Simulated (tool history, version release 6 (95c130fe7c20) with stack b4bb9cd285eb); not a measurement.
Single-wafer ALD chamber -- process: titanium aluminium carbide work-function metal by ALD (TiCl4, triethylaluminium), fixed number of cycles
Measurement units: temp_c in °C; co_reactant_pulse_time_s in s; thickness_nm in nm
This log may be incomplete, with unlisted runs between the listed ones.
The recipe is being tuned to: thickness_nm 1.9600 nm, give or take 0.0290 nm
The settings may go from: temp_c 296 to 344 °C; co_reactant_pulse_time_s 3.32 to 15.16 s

run	day	temp_c	co_reactant_pulse_time_s	thickness_nm
1	0.000	320	9.24	2.2580
2	0.296	315	9.24	2.2019
3	0.333	315	10.87	2.2534
4	0.567	313	10.46	2.2312
5	0.675	307	10.46	2.1486
6	0.762	306	10.23	2.1391
7	1.000	305	9.95	2.1179
8	1.158	296	7.00	1.8538
9	1.258	297	7.03	1.8629
10	1.479	298	7.06	1.8831
11	1.642	299	7.08	1.8910

Exactly one of the 4 candidate moves below puts every result within its allowed miss. Which one?
A	1.804	308	7.55	?
B	1.804	306	8.11	?
C	1.804	305	7.10	?
D	1.804	299	9.19	?

move	thickness_nm
A	2.0381
B	2.0630
C	1.9637
D	2.0502
A: takes the result that was furthest off past its target
B: takes the result that was furthest off past its target
C: all results in spec
D: takes the result that was furthest off past its target
The right move is C.

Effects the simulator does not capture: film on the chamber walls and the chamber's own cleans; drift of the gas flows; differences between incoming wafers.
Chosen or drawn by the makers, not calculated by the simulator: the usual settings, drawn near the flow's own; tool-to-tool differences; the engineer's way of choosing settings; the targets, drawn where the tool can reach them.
